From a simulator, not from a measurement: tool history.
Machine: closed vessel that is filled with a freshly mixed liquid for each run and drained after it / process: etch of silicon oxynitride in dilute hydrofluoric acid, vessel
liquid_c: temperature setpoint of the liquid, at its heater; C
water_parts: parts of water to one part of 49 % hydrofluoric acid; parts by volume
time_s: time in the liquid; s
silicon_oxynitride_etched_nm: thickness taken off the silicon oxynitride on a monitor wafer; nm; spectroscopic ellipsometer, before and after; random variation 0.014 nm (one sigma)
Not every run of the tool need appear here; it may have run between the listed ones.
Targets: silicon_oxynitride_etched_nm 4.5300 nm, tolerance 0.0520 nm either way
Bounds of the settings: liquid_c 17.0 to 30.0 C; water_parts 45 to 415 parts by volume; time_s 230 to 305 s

{"run": 1, "day": 0.0, "liquid_c": 22.0, "water_parts": 230, "time_s": 305, "silicon_oxynitride_etched_nm": 5.2057}
{"run": 2, "day": 0.142, "liquid_c": 21.0, "water_parts": 230, "time_s": 305, "silicon_oxynitride_etched_nm": 4.9673}
{"run": 3, "day": 0.512, "liquid_c": 20.5, "water_parts": 230, "time_s": 305, "silicon_oxynitride_etched_nm": 4.8763}
{"run": 4, "day": 0.667, "liquid_c": 20.0, "water_parts": 230, "time_s": 305, "silicon_oxynitride_etched_nm": 4.7696}
{"run": 5, "day": 0.921, "liquid_c": 20.0, "water_parts": 185, "time_s": 305, "silicon_oxynitride_etched_nm": 6.0967}
{"run": 6, "day": 1.117, "liquid_c": 19.0, "water_parts": 195, "time_s": 305, "silicon_oxynitride_etched_nm": 5.4924}
{"run": 7, "day": 1.433, "liquid_c": 18.5, "water_parts": 200, "time_s": 305, "silicon_oxynitride_etched_nm": 5.2228}
{"run": 8, "day": 1.629, "liquid_c": 18.0, "water_parts": 205, "time_s": 305, "silicon_oxynitride_etched_nm": 4.9492}
{"run": 9, "day": 1.679, "liquid_c": 17.5, "water_parts": 205, "time_s": 305, "silicon_oxynitride_etched_nm": 4.8397}

5 next moves are on the table. One of them brings every result within its allowed miss. Which?
{"run": "A", "day": 1.729, "liquid_c": 18.5, "water_parts": 180, "time_s": 230, "silicon_oxynitride_etched_nm": "?"}
{"run": "B", "day": 1.729, "liquid_c": 17.0, "water_parts": 170, "time_s": 230, "silicon_oxynitride_etched_nm": "?"}
{"run": "C", "day": 1.729, "liquid_c": 17.0, "water_parts": 160, "time_s": 230, "silicon_oxynitride_etched_nm": "?"}
{"run": "D", "day": 1.729, "liquid_c": 18.0, "water_parts": 185, "time_s": 240, "silicon_oxynitride_etched_nm": "?"}
{"run": "E", "day": 1.729, "liquid_c": 19.0, "water_parts": 180, "time_s": 230, "silicon_oxynitride_etched_nm": "?"}

move=A silicon_oxynitride_etched_nm=4.4565
move=B silicon_oxynitride_etched_nm=4.4176
move=C silicon_oxynitride_etched_nm=4.7223
move=D silicon_oxynitride_etched_nm=4.4042
move=E silicon_oxynitride_etched_nm=4.5637
A: takes the biggest miss from the last run beyond its target
B: takes the biggest miss from the last run beyond its target
C: an improvement on the last run, though not all results are within tolerance
D: takes the biggest miss from the last run beyond its target
E: every result lands within tolerance
So the answer is move E, the one that meets all the targets.
